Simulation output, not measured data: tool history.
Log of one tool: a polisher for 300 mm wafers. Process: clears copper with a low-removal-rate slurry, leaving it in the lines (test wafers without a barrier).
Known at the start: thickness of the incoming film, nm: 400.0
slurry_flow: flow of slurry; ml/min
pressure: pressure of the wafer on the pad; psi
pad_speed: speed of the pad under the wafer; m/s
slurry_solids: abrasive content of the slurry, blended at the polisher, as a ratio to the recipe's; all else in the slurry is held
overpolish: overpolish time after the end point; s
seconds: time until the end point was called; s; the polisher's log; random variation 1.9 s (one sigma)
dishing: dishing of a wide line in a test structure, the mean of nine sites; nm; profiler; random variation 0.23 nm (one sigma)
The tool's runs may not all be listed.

run 1 hour=0.0 | slurry_flow=240 pressure=2.9 pad_speed=0.92 slurry_solids=1.00 overpolish=20 | seconds=176.10 dishing=38.554
run 2 hour=4.7 | slurry_flow=240 pressure=2.8 pad_speed=0.92 slurry_solids=1.00 overpolish=18 | seconds=180.55 dishing=33.953
run 3 hour=12.8 | slurry_flow=240 pressure=2.8 pad_speed=0.92 slurry_solids=1.00 overpolish=17 | seconds=179.10 dishing=32.870
run 4 hour=13.5 | slurry_flow=240 pressure=2.5 pad_speed=0.92 slurry_solids=1.00 overpolish=17 | seconds=194.83 dishing=29.733
run 5 hour=16.9 | slurry_flow=240 pressure=1.9 pad_speed=0.92 slurry_solids=1.00 overpolish=17 | seconds=234.80 dishing=25.091
run 6 hour=24.1 | slurry_flow=240 pressure=1.9 pad_speed=0.92 slurry_solids=1.05 overpolish=17 | seconds=234.94 dishing=25.484
run 7 hour=30.0 | slurry_flow=240 pressure=2.0 pad_speed=0.92 slurry_solids=1.00 overpolish=16 | seconds=223.23 dishing=25.158
run 8 hour=36.2 | slurry_flow=240 pressure=2.0 pad_speed=0.92 slurry_solids=0.95 overpolish=15 | seconds=228.64 dishing=22.375
run 9 hour=37.5 | slurry_flow=240 pressure=2.1 pad_speed=0.92 slurry_solids=0.90 overpolish=14 | seconds=221.30 dishing=22.168
run 10 hour=38.9 | slurry_flow=245 pressure=2.4 pad_speed=0.96 slurry_solids=1.15 overpolish=6 | seconds=184.57 dishing=11.801
run 11 hour=46.0 | slurry_flow=245 pressure=2.4 pad_speed=0.96 slurry_solids=1.10 overpolish=6 | seconds=187.83 dishing=11.631

Run 12 comes next. What will it give?
-- hour=48.9 worn pad replaced by a new one
run 12 hour=48.9 | slurry_flow=240 pressure=2.4 pad_speed=0.96 slurry_solids=1.05 overpolish=6 | seconds=? dishing=?

Run 12 gave seconds 179.95 s, dishing 12.321 nm.
